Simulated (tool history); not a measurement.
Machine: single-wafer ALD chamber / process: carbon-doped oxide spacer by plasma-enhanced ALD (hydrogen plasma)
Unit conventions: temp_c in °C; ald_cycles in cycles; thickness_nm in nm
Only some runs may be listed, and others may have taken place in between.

run	hour	temp_c	ald_cycles	thickness_nm
1	0	410	393	20.399
2	6.5	408	416	21.733
3	14.9	406	432	22.738
4	20.4	415	432	21.986
5	27	415	391	19.907
6	30.7	415	355	18.118
7	36.7	411	389	20.171
8	40.9	407	411	21.522

Estimate the outcome of run 9 from the log above:
9	47	407	411	?

{"run 9": {"thickness_nm": 21.671}}

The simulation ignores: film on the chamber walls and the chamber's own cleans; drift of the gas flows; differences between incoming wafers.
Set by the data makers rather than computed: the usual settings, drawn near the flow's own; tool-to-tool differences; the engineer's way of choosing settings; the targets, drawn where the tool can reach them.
